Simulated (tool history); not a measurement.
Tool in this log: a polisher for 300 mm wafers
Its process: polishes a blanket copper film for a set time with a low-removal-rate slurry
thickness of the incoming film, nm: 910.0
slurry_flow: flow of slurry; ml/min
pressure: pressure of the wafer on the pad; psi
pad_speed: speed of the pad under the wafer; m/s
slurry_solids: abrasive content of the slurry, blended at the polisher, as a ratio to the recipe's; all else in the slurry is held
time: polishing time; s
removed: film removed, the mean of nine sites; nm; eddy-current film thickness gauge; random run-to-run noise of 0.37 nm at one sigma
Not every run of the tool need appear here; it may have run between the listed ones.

run 1 hour=0.0 | slurry_flow=270 pressure=2.1 pad_speed=0.96 slurry_solids=1.0 time=67 | removed=114.07
run 2 hour=2.0 | slurry_flow=330 pressure=2.1 pad_speed=0.96 slurry_solids=1.0 time=67 | removed=115.98
run 3 hour=10.5 | slurry_flow=330 pressure=2.0 pad_speed=0.94 slurry_solids=1.0 time=67 | removed=109.59
run 4 hour=12.2 | slurry_flow=330 pressure=2.4 pad_speed=0.94 slurry_solids=1.0 time=67 | removed=124.65
run 5 hour=14.1 | slurry_flow=290 pressure=2.4 pad_speed=0.94 slurry_solids=1.0 time=67 | removed=124.38
run 6 hour=22.1 | slurry_flow=290 pressure=2.4 pad_speed=0.78 slurry_solids=1.0 time=67 | removed=103.50

Run 7 has not been measured yet. What should we expect?
run 7 hour=23.7 | slurry_flow=290 pressure=2.3 pad_speed=0.78 slurry_solids=1.0 time=67 | removed=?

removed: 100.74 nm
